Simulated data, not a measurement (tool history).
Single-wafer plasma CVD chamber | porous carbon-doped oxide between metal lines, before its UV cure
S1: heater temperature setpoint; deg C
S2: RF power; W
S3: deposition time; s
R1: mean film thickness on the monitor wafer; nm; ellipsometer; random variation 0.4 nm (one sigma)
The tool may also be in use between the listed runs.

Run 1, hour 0: S1 315 deg C, S2 605 W, S3 25.4 s. Result: R1 141.42 nm.
Run 2, hour 7.1: S1 321 deg C, S2 600 W, S3 25.4 s. Result: R1 136.12 nm.
Run 3, hour 14.7: S1 325 deg C, S2 600 W, S3 25.4 s. Result: R1 134 nm.
Run 4, hour 16.4: S1 325 deg C, S2 600 W, S3 24.2 s. Result: R1 128.33 nm.
Run 5, hour 22.5: S1 325 deg C, S2 640 W, S3 24.2 s. Result: R1 134.22 nm.
Run 6, hour 26.3: S1 328 deg C, S2 640 W, S3 24.2 s. Result: R1 132.79 nm.
Run 7, hour 31.5: S1 331 deg C, S2 640 W, S3 24.2 s. Result: R1 130.71 nm.
Run 8, hour 39.9: S1 333 deg C, S2 640 W, S3 24.2 s. Result: R1 129.76 nm.
Run 9, hour 42.6: S1 335 deg C, S2 640 W, S3 24.2 s. Result: R1 128.69 nm.
Run 10, hour 50.5: S1 335 deg C, S2 640 W, S3 24.2 s. Result: R1 128.45 nm.

Forecast run 11:
Run 11, hour 56.4: S1 336 deg C, S2 640 W, S3 24.2 s. Result: R1 ?.

R1: 128.05 nm

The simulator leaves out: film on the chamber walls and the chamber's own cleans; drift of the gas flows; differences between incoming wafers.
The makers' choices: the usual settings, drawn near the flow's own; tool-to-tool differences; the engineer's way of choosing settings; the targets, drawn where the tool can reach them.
